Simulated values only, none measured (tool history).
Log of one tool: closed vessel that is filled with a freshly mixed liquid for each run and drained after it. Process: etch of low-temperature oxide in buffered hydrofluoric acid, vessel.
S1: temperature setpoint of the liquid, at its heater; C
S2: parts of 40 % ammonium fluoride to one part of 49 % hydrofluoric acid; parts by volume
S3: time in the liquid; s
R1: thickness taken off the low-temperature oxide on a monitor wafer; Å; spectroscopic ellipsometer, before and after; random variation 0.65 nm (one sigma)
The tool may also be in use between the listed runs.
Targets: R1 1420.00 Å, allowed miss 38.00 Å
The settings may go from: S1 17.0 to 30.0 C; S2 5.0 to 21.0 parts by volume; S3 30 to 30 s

run 1 day=0.000 | S1=22.0 S2=13.0 S3=30 | R1=661.56
run 2 day=0.317 | S1=23.5 S2=12.0 S3=30 | R1=784.60
run 3 day=0.675 | S1=25.0 S2=11.5 S3=30 | R1=890.38
run 4 day=0.783 | S1=21.5 S2=11.5 S3=30 | R1=735.75
run 5 day=0.808 | S1=19.0 S2=11.5 S3=30 | R1=631.32
run 6 day=1.004 | S1=19.0 S2=9.5 S3=30 | R1=771.81
-- day=1.346 hydrofluoric acid flow meter replaced
run 7 day=1.346 | S1=19.0 S2=9.5 S3=30 | R1=823.34
run 8 day=1.546 | S1=21.0 S2=9.5 S3=30 | R1=927.31
run 9 day=1.579 | S1=22.5 S2=9.5 S3=30 | R1=995.01

5 next moves are on the table. One of them brings every result within its allowed miss. Which?
run A day=1.612 | S1=27.0 S2=7.5 S3=30 | R1=?
run B day=1.612 | S1=26.0 S2=8.0 S3=30 | R1=?
run C day=1.612 | S1=23.5 S2=8.0 S3=30 | R1=?
run D day=1.612 | S1=25.0 S2=6.0 S3=30 | R1=?
run E day=1.612 | S1=22.0 S2=7.0 S3=30 | R1=?

move=A R1=1605.30
move=B R1=1419.00
move=C R1=1239.20
move=D R1=1774.90
move=E R1=1318.30
A: takes the result that was furthest off past its target
B: meets every target
C: nearer than the last run, and not there yet
D: takes the result that was furthest off past its target
E: nearer than the last run, and not there yet
Move B is the one to make.
